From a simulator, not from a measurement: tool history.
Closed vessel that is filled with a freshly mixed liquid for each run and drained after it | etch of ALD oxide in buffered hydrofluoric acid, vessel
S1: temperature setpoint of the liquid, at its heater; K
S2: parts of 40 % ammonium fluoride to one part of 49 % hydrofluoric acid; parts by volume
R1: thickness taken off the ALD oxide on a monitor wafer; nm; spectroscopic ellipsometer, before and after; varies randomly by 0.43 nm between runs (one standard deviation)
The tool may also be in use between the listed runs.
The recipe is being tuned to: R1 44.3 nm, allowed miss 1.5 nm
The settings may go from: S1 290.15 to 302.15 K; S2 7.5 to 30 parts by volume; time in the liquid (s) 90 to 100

Run 1, hour 0: S1 294.15 K, S2 20.5 parts by volume, time in the liquid (s) 90. Result: R1 63.284 nm.
Run 2, hour 3.8: S1 293.65 K, S2 21 parts by volume, time in the liquid (s) 90. Result: R1 61.328 nm.
Run 3, hour 4.8: S1 293.65 K, S2 21 parts by volume, time in the liquid (s) 100. Result: R1 68.077 nm.
Run 4, hour 13.5: S1 293.65 K, S2 23.5 parts by volume, time in the liquid (s) 100. Result: R1 62.157 nm.
Run 5, hour 16.2: S1 293.15 K, S2 24 parts by volume, time in the liquid (s) 100. Result: R1 60.389 nm.
Run 6, hour 24.4: S1 292.65 K, S2 24.5 parts by volume, time in the liquid (s) 100. Result: R1 58.676 nm.
Run 7, hour 32.2: S1 292.15 K, S2 25.5 parts by volume, time in the liquid (s) 100. Result: R1 55.114 nm.
Run 8, hour 40.2: S1 291.65 K, S2 26 parts by volume, time in the liquid (s) 100. Result: R1 52.992 nm.

Which of these 4 next moves meets every target?
Run A, hour 48.2: S1 293.15 K, S2 23.5 parts by volume, time in the liquid (s) 100. Result: R1 ?.
Run B, hour 48.2: S1 290.15 K, S2 30 parts by volume, time in the liquid (s) 100. Result: R1 ?.
Run C, hour 48.2: S1 291.65 K, S2 19 parts by volume, time in the liquid (s) 100. Result: R1 ?.
Run D, hour 48.2: S1 290.65 K, S2 26 parts by volume, time in the liquid (s) 100. Result: R1 ?.

move      R1
   A  62.877
   B  44.773
   C  67.934
   D   50.88
A: further off than the last run
B: all results in spec
C: further off than the last run
D: gains on the last run, yet a result remains outside its allowed miss
Go with B: it meets all targets.

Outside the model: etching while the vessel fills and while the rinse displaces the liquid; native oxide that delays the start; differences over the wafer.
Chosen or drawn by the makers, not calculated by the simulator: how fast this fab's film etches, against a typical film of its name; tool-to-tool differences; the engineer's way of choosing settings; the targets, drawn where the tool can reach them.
